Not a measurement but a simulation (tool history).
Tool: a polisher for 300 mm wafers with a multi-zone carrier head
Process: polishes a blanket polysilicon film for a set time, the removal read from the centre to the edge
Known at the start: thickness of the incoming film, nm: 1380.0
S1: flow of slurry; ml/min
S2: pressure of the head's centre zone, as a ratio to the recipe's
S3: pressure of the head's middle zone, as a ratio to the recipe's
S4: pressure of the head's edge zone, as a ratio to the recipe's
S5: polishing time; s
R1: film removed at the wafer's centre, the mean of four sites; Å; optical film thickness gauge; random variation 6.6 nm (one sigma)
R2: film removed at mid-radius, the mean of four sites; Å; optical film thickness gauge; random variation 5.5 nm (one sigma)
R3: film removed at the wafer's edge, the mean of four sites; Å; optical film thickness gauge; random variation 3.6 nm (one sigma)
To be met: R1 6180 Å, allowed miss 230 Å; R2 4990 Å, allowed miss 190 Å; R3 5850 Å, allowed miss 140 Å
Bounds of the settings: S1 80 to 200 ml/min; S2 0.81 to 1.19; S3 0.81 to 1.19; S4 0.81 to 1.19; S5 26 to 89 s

| run | day | S1 | S2 | S3 | S4 | S5 | R1 | R2 | R3 |
|---|---|---|---|---|---|---|---|---|---|
| 1 | 0 | 130 | 1 | 1 | 1 | 57 | 4142.9 | 4133.3 | 4113.3 |
| 2 | 0.142 | 145 | 1.03 | 0.97 | 1.06 | 61 | 4660.9 | 4423.7 | 4575.2 |
| 3 | 0.288 | 150 | 1.06 | 0.93 | 1.1 | 65 | 5180.6 | 4591.5 | 5028 |
| 4 | 0.529 | 150 | 1.06 | 0.93 | 1.07 | 65 | 5138.5 | 4538.5 | 5016.5 |
| 5 | 0.867 | 120 | 1.06 | 0.93 | 1.07 | 65 | 4912.3 | 4449 | 4771.2 |
| 6 | 1.033 | 95 | 1.06 | 0.93 | 1.07 | 65 | 4392 | 4139.7 | 4524 |
| 7 | 1.262 | 125 | 1.07 | 0.92 | 1.11 | 66 | 4956.5 | 4431.6 | 4953.3 |
| 8 | 1.358 | 145 | 1.08 | 0.92 | 1.14 | 67 | 5283.7 | 4663.9 | 5278.7 |
| 9 | 1.483 | 160 | 1.09 | 0.91 | 1.15 | 67 | 5503.3 | 4669.3 | 5363.2 |
| 10 | 1.596 | 160 | 1.09 | 0.91 | 1.15 | 67 | 5582.7 | 4781.6 | 5282.6 |
| 11 | 1.929 | 170 | 1.09 | 0.89 | 1.16 | 68 | 5677.4 | 4734.3 | 5518.9 |
| 12 | 2.233 | 175 | 1.1 | 0.89 | 1.17 | 68 | 5736.3 | 4794.2 | 5516.8 |
| 13 | 2.425 | 180 | 1.11 | 0.88 | 1.18 | 69 | 5964.9 | 4864.6 | 5687.1 |
| 14 | 2.692 | 185 | 1.11 | 0.88 | 1.18 | 69 | 5882.8 | 4842.8 | 5703.2 |

4 next moves are on the table. One of them brings every result within its allowed miss. Which?
| A | 2.958 | 155 | 1.02 | 0.91 | 1.17 | 73 | ? | ? | ? |
| B | 2.958 | 200 | 1.13 | 0.89 | 1.19 | 70 | ? | ? | ? |
| C | 2.958 | 165 | 1.03 | 0.81 | 1.14 | 74 | ? | ? | ? |
| D | 2.958 | 195 | 1.16 | 0.81 | 1.14 | 68 | ? | ? | ? |

| move | R1 | R2 | R3 |
|---|---|---|---|
| A | 5528.8 | 5088.7 | 5824.1 |
| B | 6170.6 | 5000.6 | 5818.4 |
| C | 5731.7 | 4743 | 5883 |
| D | 6125 | 4478.7 | 5517.8 |
A: further off than the last run
B: meets every target
C: further off than the last run
D: brings the result that was furthest off to its target, and leaves another outside
The right move is B.
